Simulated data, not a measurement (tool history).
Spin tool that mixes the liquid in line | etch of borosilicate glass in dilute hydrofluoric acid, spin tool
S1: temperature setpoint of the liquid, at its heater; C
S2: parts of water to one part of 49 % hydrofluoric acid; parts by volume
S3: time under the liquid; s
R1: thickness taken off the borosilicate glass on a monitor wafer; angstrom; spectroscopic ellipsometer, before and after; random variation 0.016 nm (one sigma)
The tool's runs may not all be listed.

run 1 day=0.000 | S1=20.0 S2=190 S3=15 | R1=14.014
run 2 day=0.317 | S1=17.0 S2=190 S3=15 | R1=12.381
run 3 day=0.417 | S1=17.0 S2=130 S3=15 | R1=19.353
run 4 day=0.688 | S1=18.0 S2=130 S3=15 | R1=20.080
run 5 day=1.058 | S1=18.5 S2=130 S3=15 | R1=20.339
run 6 day=1.125 | S1=17.0 S2=130 S3=15 | R1=19.426
run 7 day=1.238 | S1=18.0 S2=130 S3=15 | R1=20.164
run 8 day=1.275 | S1=18.5 S2=130 S3=15 | R1=20.651
run 9 day=1.600 | S1=19.0 S2=130 S3=15 | R1=20.909
run 10 day=1.629 | S1=19.0 S2=130 S3=15 | R1=20.853
run 11 day=1.679 | S1=19.5 S2=130 S3=15 | R1=21.656

Forecast run 12:
run 12 day=1.983 | S1=20.0 S2=130 S3=15 | R1=?

R1: 21.881 angstrom
